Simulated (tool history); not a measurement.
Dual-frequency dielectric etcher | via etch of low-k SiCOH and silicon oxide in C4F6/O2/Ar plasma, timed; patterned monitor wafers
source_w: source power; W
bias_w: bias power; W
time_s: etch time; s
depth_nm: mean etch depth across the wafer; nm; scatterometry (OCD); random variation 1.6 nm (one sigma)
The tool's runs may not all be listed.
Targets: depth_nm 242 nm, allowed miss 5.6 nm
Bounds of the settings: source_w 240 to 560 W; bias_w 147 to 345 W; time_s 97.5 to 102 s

run	hour	source_w	bias_w	time_s	depth_nm
1	0	400	246	97.5	288.36
2	7.7	380	242	97.5	281.22
3	11.5	340	242	97.5	270.54
4	14.3	290	242	97.5	253.86
5	16.8	290	242	97.5	254.2
6	18	290	242	97.5	252.12
7	24.9	290	241	97.5	254
8	31.4	290	240	97.5	254.12
9	35.2	290	239	97.5	253.19

Which of these 4 next moves meets every target?
A	39	310	252	97.5	?
B	39	280	253	101	?
C	39	310	234	100.5	?
D	39	250	223	100	?

move	depth_nm
A	263.07
B	264.52
C	265.04
D	243.5
A: further off than the last run
B: further off than the last run
C: further off than the last run
D: meets every target
Answer: D
